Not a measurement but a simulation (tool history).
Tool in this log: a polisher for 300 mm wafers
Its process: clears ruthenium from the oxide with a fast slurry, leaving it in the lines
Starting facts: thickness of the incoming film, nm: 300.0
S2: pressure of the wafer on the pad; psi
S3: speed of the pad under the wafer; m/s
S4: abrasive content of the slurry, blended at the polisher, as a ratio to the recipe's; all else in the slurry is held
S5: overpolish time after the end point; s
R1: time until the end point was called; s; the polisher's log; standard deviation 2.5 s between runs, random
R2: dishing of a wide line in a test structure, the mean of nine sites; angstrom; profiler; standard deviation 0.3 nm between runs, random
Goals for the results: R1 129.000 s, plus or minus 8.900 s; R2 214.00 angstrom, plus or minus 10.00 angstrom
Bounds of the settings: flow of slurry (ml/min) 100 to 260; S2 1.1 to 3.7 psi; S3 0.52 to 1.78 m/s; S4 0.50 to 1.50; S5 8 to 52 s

run 1 day=0.000 | flow_of_slurry_(ml/min)=165 S2=2.4 S3=1.14 S4=1.00 S5=26 | R1=77.065 R2=401.64
run 2 day=0.079 | flow_of_slurry_(ml/min)=165 S2=2.8 S3=1.14 S4=1.00 S5=26 | R1=68.583 R2=422.53
run 3 day=0.404 | flow_of_slurry_(ml/min)=165 S2=2.8 S3=0.98 S4=1.00 S5=26 | R1=76.481 R2=415.78
run 4 day=0.571 | flow_of_slurry_(ml/min)=150 S2=2.3 S3=1.10 S4=0.85 S5=21 | R1=96.642 R2=334.89
run 5 day=0.938 | flow_of_slurry_(ml/min)=150 S2=2.3 S3=1.10 S4=0.85 S5=16 | R1=94.020 R2=287.10
run 6 day=1.229 | flow_of_slurry_(ml/min)=150 S2=2.3 S3=1.10 S4=0.95 S5=16 | R1=88.250 R2=290.69
run 7 day=1.417 | flow_of_slurry_(ml/min)=155 S2=1.7 S3=1.04 S4=1.00 S5=8 | R1=117.170 R2=136.70
run 8 day=1.550 | flow_of_slurry_(ml/min)=150 S2=1.8 S3=1.02 S4=0.90 S5=8 | R1=121.540 R2=130.73
run 9 day=1.825 | flow_of_slurry_(ml/min)=140 S2=1.9 S3=1.02 S4=0.80 S5=10 | R1=124.400 R2=154.75
run 10 day=1.983 | flow_of_slurry_(ml/min)=135 S2=2.0 S3=1.02 S4=0.75 S5=11 | R1=131.440 R2=168.42
run 11 day=2.138 | flow_of_slurry_(ml/min)=135 S2=2.1 S3=1.02 S4=0.70 S5=12 | R1=129.950 R2=177.89
run 12 day=2.279 | flow_of_slurry_(ml/min)=125 S2=2.4 S3=1.00 S4=0.55 S5=22 | R1=144.140 R2=259.13
run 13 day=2.471 | flow_of_slurry_(ml/min)=140 S2=2.1 S3=1.06 S4=0.75 S5=17 | R1=118.260 R2=254.03
run 14 day=2.812 | flow_of_slurry_(ml/min)=140 S2=2.0 S3=1.06 S4=0.80 S5=17 | R1=118.560 R2=249.83
run 15 day=2.950 | flow_of_slurry_(ml/min)=150 S2=1.9 S3=1.06 S4=0.80 S5=17 | R1=121.330 R2=245.42
run 16 day=3.150 | flow_of_slurry_(ml/min)=155 S2=1.7 S3=1.06 S4=0.80 S5=10 | R1=132.820 R2=148.92
run 17 day=3.479 | flow_of_slurry_(ml/min)=145 S2=1.8 S3=1.06 S4=0.75 S5=11 | R1=138.070 R2=164.13
run 18 day=3.625 | flow_of_slurry_(ml/min)=145 S2=1.9 S3=1.08 S4=0.70 S5=12 | R1=135.830 R2=168.16
run 19 day=3.688 | flow_of_slurry_(ml/min)=135 S2=1.9 S3=1.08 S4=0.70 S5=12 | R1=139.660 R2=174.50
run 20 day=4.062 | flow_of_slurry_(ml/min)=130 S2=2.0 S3=1.10 S4=0.70 S5=12 | R1=131.730 R2=181.29
run 21 day=4.367 | flow_of_slurry_(ml/min)=130 S2=2.0 S3=1.12 S4=0.70 S5=13 | R1=126.690 R2=190.32
run 22 day=4.621 | flow_of_slurry_(ml/min)=130 S2=2.0 S3=1.12 S4=0.70 S5=14 | R1=125.950 R2=202.80

Next run, 4 choices. One meets every target within its allowed miss, the rest don't. Which?
run A day=4.875 | flow_of_slurry_(ml/min)=140 S2=2.0 S3=1.08 S4=0.85 S5=13 | R1=? R2=?
run B day=4.875 | flow_of_slurry_(ml/min)=115 S2=2.0 S3=1.44 S4=0.60 S5=13 | R1=? R2=?
run C day=4.875 | flow_of_slurry_(ml/min)=125 S2=2.1 S3=1.34 S4=0.70 S5=13 | R1=? R2=?
run D day=4.875 | flow_of_slurry_(ml/min)=115 S2=2.5 S3=0.84 S4=0.70 S5=15 | R1=? R2=?

move=A R1=111.600 R2=210.33
move=B R1=126.300 R2=191.12
move=C R1=108.400 R2=215.01
move=D R1=128.250 R2=210.97
A: brings the last run's worst result on target, with another outside its allowed miss
B: further off than the last run
C: brings the last run's worst result on target, with another outside its allowed miss
D: in spec on every target
So the answer is move D, the one that meets all the targets.

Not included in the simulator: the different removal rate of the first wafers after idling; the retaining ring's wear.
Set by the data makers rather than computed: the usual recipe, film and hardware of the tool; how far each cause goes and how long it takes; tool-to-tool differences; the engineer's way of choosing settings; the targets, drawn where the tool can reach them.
